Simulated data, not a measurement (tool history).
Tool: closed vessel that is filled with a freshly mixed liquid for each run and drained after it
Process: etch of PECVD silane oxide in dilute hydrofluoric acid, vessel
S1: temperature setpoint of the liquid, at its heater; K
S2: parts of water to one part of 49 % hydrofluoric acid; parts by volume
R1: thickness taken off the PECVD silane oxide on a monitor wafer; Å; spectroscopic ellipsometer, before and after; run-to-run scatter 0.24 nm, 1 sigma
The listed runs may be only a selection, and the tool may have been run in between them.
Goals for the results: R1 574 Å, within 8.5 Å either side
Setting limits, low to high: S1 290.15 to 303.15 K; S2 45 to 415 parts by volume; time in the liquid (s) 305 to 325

run 1 hour=0 | S1=295.15 S2=230 time_in_the_liquid_(s)=305 | R1=168.67
run 2 hour=6.4 | S1=296.65 S2=195 time_in_the_liquid_(s)=305 | R1=218.29
run 3 hour=13.5 | S1=298.15 S2=170 time_in_the_liquid_(s)=305 | R1=270.85
run 4 hour=17.4 | S1=298.15 S2=170 time_in_the_liquid_(s)=305 | R1=271.61
run 5 hour=25.6 | S1=298.15 S2=170 time_in_the_liquid_(s)=325 | R1=289.45
run 6 hour=31.4 | S1=299.65 S2=170 time_in_the_liquid_(s)=325 | R1=303.86
run 7 hour=34.5 | S1=300.15 S2=150 time_in_the_liquid_(s)=325 | R1=359.76
run 8 hour=40 | S1=300.65 S2=140 time_in_the_liquid_(s)=325 | R1=399.6
run 9 hour=42.2 | S1=301.15 S2=130 time_in_the_liquid_(s)=325 | R1=443.53
run 10 hour=48.2 | S1=301.65 S2=125 time_in_the_liquid_(s)=325 | R1=473.61
run 11 hour=55.5 | S1=302.15 S2=120 time_in_the_liquid_(s)=325 | R1=506.93
run 12 hour=57.1 | S1=302.65 S2=115 time_in_the_liquid_(s)=325 | R1=537.43
run 13 hour=65.7 | S1=303.15 S2=105 time_in_the_liquid_(s)=325 | R1=610.51
run 14 hour=72.8 | S1=302.65 S2=105 time_in_the_liquid_(s)=325 | R1=597.95
run 15 hour=77.8 | S1=302.15 S2=105 time_in_the_liquid_(s)=325 | R1=589.74

Exactly one of the 5 candidate moves below puts every result within its allowed miss. Which one?
run A hour=82.8 | S1=302.65 S2=105 time_in_the_liquid_(s)=325 | R1=?
run B hour=82.8 | S1=297.65 S2=90 time_in_the_liquid_(s)=315 | R1=?
run C hour=82.8 | S1=303.15 S2=105 time_in_the_liquid_(s)=315 | R1=?
run D hour=82.8 | S1=302.15 S2=100 time_in_the_liquid_(s)=310 | R1=?
run E hour=82.8 | S1=303.15 S2=105 time_in_the_liquid_(s)=320 | R1=?

move=A R1=602.33
move=B R1=572.75
move=C R1=594.82
move=D R1=596.11
move=E R1=604.27
A: misses by more than the last run did
B: all results in spec
C: misses by more than the last run did
D: misses by more than the last run did
E: misses by more than the last run did
The right move is B.
